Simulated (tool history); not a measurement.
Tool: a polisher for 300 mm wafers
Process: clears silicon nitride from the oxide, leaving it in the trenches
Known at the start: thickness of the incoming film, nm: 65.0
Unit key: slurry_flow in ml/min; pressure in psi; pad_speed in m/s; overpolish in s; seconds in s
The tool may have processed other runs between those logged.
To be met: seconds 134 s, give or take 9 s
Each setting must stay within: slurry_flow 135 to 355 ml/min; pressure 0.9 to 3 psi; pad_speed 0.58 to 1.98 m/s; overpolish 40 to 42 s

| run | day | slurry_flow | pressure | pad_speed | overpolish | seconds |
|---|---|---|---|---|---|---|
| 1 | 0 | 225 | 1.9 | 1.28 | 40 | 84.075 |
| 2 | 0.112 | 225 | 1.8 | 1.26 | 40 | 85.42 |
| 3 | 0.217 | 225 | 1.7 | 1.22 | 40 | 94.65 |
| 4 | 0.483 | 225 | 2.1 | 1.22 | 40 | 81.011 |
| 5 | 0.688 | 225 | 1.9 | 1.2 | 40 | 87.587 |
| 6 | 0.925 | 225 | 1.7 | 1.18 | 40 | 98.006 |
| 7 | 1.183 | 225 | 1.7 | 1.18 | 40 | 100.51 |
| 8 | 1.546 | 225 | 1.1 | 1.12 | 40 | 162.14 |

Which one of the following 4 next-run settings gets every result inside its allowed miss? There is exactly one.
| A | 1.908 | 190 | 1 | 1.02 | 42 | ? |
| B | 1.908 | 190 | 1.6 | 0.98 | 40 | ? |
| C | 1.908 | 220 | 1 | 1.2 | 40 | ? |
| D | 1.908 | 175 | 0.9 | 1.28 | 41 | ? |

| move | seconds |
|---|---|
| A | 198.88 |
| B | 131.93 |
| C | 166.46 |
| D | 178.74 |
A: lands further from the targets than the last run did
B: every result within its allowed miss
C: lands further from the targets than the last run did
D: lands further from the targets than the last run did
The right move is B.
